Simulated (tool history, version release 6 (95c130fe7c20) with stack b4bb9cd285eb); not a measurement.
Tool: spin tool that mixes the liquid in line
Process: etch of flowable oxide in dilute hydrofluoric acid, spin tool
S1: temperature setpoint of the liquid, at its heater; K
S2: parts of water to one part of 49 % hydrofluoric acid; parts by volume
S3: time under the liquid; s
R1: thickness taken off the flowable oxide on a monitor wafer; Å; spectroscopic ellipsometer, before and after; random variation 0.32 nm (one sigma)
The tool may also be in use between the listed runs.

{"run": 1, "hour": 0.0, "S1": 297.15, "S2": 55, "S3": 25, "R1": 176.26}
{"run": 2, "hour": 5.6, "S1": 299.65, "S2": 45, "S3": 25, "R1": 241.96}
{"run": 3, "hour": 9.3, "S1": 299.65, "S2": 45, "S3": 25, "R1": 239.6}
{"run": 4, "hour": 16.4, "S1": 303.15, "S2": 45, "S3": 25, "R1": 277.59}
{"run": 5, "hour": 18.0, "S1": 303.15, "S2": 35, "S3": 25, "R1": 362.23}
{"run": 6, "hour": 25.3, "S1": 305.15, "S2": 35, "S3": 25, "R1": 392.82}
{"run": 7, "hour": 31.0, "S1": 305.15, "S2": 30, "S3": 25, "R1": 458.31}
{"run": 8, "hour": 35.1, "S1": 305.15, "S2": 25, "S3": 25, "R1": 564.02}
{"run": 9, "hour": 39.1, "S1": 304.65, "S2": 25, "S3": 25, "R1": 546.1}
{"run": 10, "hour": 40.8, "S1": 305.15, "S2": 20, "S3": 25, "R1": 703.95}

Forecast run 11:
{"run": 11, "hour": 42.3, "S1": 302.65, "S2": 20, "S3": 25, "R1": "?"}

Run 11 gave R1 634.44 Å.

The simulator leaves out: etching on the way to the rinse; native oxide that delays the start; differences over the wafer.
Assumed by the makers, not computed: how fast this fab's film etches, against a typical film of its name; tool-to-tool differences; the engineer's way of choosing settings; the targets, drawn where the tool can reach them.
